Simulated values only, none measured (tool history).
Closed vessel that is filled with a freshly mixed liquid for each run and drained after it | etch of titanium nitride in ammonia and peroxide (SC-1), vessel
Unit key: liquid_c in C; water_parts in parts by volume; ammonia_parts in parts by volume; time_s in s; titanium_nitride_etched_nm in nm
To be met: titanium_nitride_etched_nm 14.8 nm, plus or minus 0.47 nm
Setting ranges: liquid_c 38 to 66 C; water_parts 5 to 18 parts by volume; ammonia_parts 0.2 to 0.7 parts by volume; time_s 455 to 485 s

run    day  liquid_c  water_parts  ammonia_parts  time_s  titanium_nitride_etched_nm
  1      0        50           10            0.4     455                      42.468
  2  0.283        47           11            0.4     455                      32.468
  3  0.658        45         11.5            0.4     455                      27.877
  4  0.954        45           13            0.4     455                      25.674
  5    1.1      43.5         13.5            0.4     455                       22.64
  6  1.133      47.5         13.5            0.4     455                      30.328
  7  1.258        45         13.5            0.4     455                      25.128
  8  1.625      43.5         13.5            0.4     455                      22.408

Which single option among these 4 for the next run brings every result within its allowed miss of target? Just one does.
  A  1.992        38         13.5           0.35     460                           ?
  B  1.992      47.5           12           0.35     485                           ?
  C  1.992      41.5           14           0.25     455                           ?
  D  1.992      46.5         14.5           0.45     460                           ?

move  titanium_nitride_etched_nm
   A                      14.745
   B                      33.133
   C                      17.407
   D                      27.664
A: all results land within tolerance of their targets
B: moves away from the targets compared with the last run
C: closes in on the targets versus the last run, not all within tolerance yet
D: moves away from the targets compared with the last run
The right move is A.
